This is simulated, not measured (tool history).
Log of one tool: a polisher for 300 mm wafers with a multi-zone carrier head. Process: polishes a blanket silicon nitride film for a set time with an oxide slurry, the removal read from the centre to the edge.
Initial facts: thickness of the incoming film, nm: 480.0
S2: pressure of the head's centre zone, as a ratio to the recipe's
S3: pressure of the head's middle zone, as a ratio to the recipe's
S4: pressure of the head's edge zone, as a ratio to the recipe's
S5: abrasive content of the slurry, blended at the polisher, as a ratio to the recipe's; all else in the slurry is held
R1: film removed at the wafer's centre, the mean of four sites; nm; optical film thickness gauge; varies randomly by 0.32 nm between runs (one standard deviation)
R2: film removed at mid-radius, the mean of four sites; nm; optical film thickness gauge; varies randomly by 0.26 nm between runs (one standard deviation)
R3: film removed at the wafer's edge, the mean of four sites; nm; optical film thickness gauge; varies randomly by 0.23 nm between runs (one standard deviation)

Run 1, hour 0.0: flow of slurry (ml/min) 230, S2 1.00, S3 1.00, S4 1.00, S5 1.00, polishing time (s) 51. Result: R1 34.363 nm, R2 34.150 nm, R3 34.407 nm.
Run 2, hour 3.4: flow of slurry (ml/min) 230, S2 1.00, S3 1.00, S4 1.00, S5 1.15, polishing time (s) 51. Result: R1 37.172 nm, R2 37.025 nm, R3 38.046 nm.
Run 3, hour 4.8: flow of slurry (ml/min) 250, S2 1.00, S3 1.00, S4 1.00, S5 1.15, polishing time (s) 51. Result: R1 37.773 nm, R2 36.827 nm, R3 38.136 nm.
Run 4, hour 12.3: flow of slurry (ml/min) 250, S2 1.03, S3 1.00, S4 1.00, S5 1.15, polishing time (s) 51. Result: R1 38.826 nm, R2 36.459 nm, R3 37.708 nm.
Run 5, hour 15.5: flow of slurry (ml/min) 245, S2 1.02, S3 0.97, S4 0.98, S5 1.15, polishing time (s) 51. Result: R1 38.359 nm, R2 36.474 nm, R3 37.421 nm.
Run 6, hour 19.5: flow of slurry (ml/min) 245, S2 1.02, S3 0.97, S4 0.91, S5 1.15, polishing time (s) 51. Result: R1 37.830 nm, R2 36.030 nm, R3 36.362 nm.
Run 7, hour 24.0: flow of slurry (ml/min) 240, S2 1.01, S3 0.94, S4 0.91, S5 1.15, polishing time (s) 51. Result: R1 37.844 nm, R2 35.092 nm, R3 36.555 nm.
Run 8, hour 25.8: flow of slurry (ml/min) 235, S2 1.00, S3 0.92, S4 0.90, S5 1.15, polishing time (s) 51. Result: R1 37.372 nm, R2 34.360 nm, R3 36.147 nm.
Run 9, hour 32.8: flow of slurry (ml/min) 230, S2 0.99, S3 0.90, S4 0.89, S5 1.15, polishing time (s) 51. Result: R1 36.678 nm, R2 33.884 nm, R3 36.046 nm.
Run 10, hour 39.7: flow of slurry (ml/min) 225, S2 0.98, S3 0.88, S4 0.88, S5 1.15, polishing time (s) 51. Result: R1 36.159 nm, R2 33.128 nm, R3 36.189 nm.
Run 11, hour 46.2: flow of slurry (ml/min) 220, S2 0.98, S3 0.87, S4 0.87, S5 1.15, polishing time (s) 51. Result: R1 35.922 nm, R2 32.609 nm, R3 35.687 nm.

Run 12 comes next. What will it give?
Run 12, hour 49.5: flow of slurry (ml/min) 210, S2 0.98, S3 0.86, S4 0.86, S5 1.15, polishing time (s) 51. Result: R1 ?, R2 ?, R3 ?.

R1: 35.864 nm
R2: 32.031 nm
R3: 35.287 nm
